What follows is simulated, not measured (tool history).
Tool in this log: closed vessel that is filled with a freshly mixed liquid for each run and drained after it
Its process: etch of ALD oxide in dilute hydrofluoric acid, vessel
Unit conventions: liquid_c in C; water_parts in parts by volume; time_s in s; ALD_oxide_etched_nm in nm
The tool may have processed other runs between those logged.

{"run": 1, "hour": 0.0, "liquid_c": 23.0, "water_parts": 265, "time_s": 95, "ALD_oxide_etched_nm": 2.8352}
{"run": 2, "hour": 3.6, "liquid_c": 26.5, "water_parts": 265, "time_s": 95, "ALD_oxide_etched_nm": 3.1629}
{"run": 3, "hour": 12.7, "liquid_c": 29.0, "water_parts": 265, "time_s": 95, "ALD_oxide_etched_nm": 3.4743}
{"run": 4, "hour": 13.7, "liquid_c": 29.0, "water_parts": 265, "time_s": 75, "ALD_oxide_etched_nm": 2.7345}
{"run": 5, "hour": 20.1, "liquid_c": 30.5, "water_parts": 265, "time_s": 75, "ALD_oxide_etched_nm": 2.8807}
{"run": 6, "hour": 22.9, "liquid_c": 30.5, "water_parts": 235, "time_s": 80, "ALD_oxide_etched_nm": 3.6158}
{"run": 7, "hour": 26.6, "liquid_c": 30.5, "water_parts": 210, "time_s": 80, "ALD_oxide_etched_nm": 4.1347}

Run 8 comes next. What will it give?
{"run": 8, "hour": 30.8, "liquid_c": 30.5, "water_parts": 190, "time_s": 80, "ALD_oxide_etched_nm": "?"}

Logged for run 8: ALD_oxide_etched_nm 4.6498 nm.
